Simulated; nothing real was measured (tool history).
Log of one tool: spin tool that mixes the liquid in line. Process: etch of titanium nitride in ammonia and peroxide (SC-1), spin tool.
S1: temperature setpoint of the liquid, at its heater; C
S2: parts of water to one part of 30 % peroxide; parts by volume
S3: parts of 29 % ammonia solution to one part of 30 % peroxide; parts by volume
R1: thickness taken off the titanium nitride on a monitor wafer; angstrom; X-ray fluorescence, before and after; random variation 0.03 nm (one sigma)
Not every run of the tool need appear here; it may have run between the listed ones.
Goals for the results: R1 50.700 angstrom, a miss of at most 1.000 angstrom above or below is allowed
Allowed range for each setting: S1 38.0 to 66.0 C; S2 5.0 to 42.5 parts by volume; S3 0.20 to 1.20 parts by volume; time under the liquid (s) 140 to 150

{"run": 1, "day": 0.0, "S1": 50.0, "S2": 23.5, "S3": 0.7, "time under the liquid (s)": 140, "R1": 78.476}
{"run": 2, "day": 0.2, "S1": 50.0, "S2": 23.5, "S3": 0.7, "time under the liquid (s)": 150, "R1": 83.905}
{"run": 3, "day": 0.229, "S1": 49.5, "S2": 23.5, "S3": 0.7, "time under the liquid (s)": 150, "R1": 81.039}
{"run": 4, "day": 0.346, "S1": 49.5, "S2": 23.5, "S3": 0.7, "time under the liquid (s)": 140, "R1": 75.917}
{"run": 5, "day": 0.496, "S1": 49.0, "S2": 23.5, "S3": 0.7, "time under the liquid (s)": 140, "R1": 72.399}
{"day": 0.588, "done": "ammonia flow meter replaced"}
{"run": 6, "day": 0.588, "S1": 48.5, "S2": 23.5, "S3": 0.7, "time under the liquid (s)": 140, "R1": 71.754}
{"run": 7, "day": 0.617, "S1": 48.0, "S2": 23.5, "S3": 0.7, "time under the liquid (s)": 140, "R1": 69.446}
{"run": 8, "day": 0.738, "S1": 47.5, "S2": 23.5, "S3": 0.7, "time under the liquid (s)": 140, "R1": 67.187}

Which of these 5 next moves meets every target?
{"run": "A", "day": 0.858, "S1": 52.0, "S2": 20.0, "S3": 0.6, "time under the liquid (s)": 150, "R1": "?"}
{"run": "B", "day": 0.858, "S1": 45.5, "S2": 29.0, "S3": 0.65, "time under the liquid (s)": 140, "R1": "?"}
{"run": "C", "day": 0.858, "S1": 43.0, "S2": 26.0, "S3": 0.7, "time under the liquid (s)": 140, "R1": "?"}
{"run": "D", "day": 0.858, "S1": 47.0, "S2": 29.0, "S3": 0.55, "time under the liquid (s)": 140, "R1": "?"}
{"run": "E", "day": 0.858, "S1": 47.5, "S2": 15.5, "S3": 0.5, "time under the liquid (s)": 150, "R1": "?"}

move=A R1=104.560
move=B R1=50.927
move=C R1=45.850
move=D R1=54.923
move=E R1=85.029
A: further off than the last run
B: hits every target within its allowed miss
C: the result that was furthest off in the last run now lies on the other side of its target
D: nearer than the last run, and not there yet
E: further off than the last run
The move that meets every target is B.
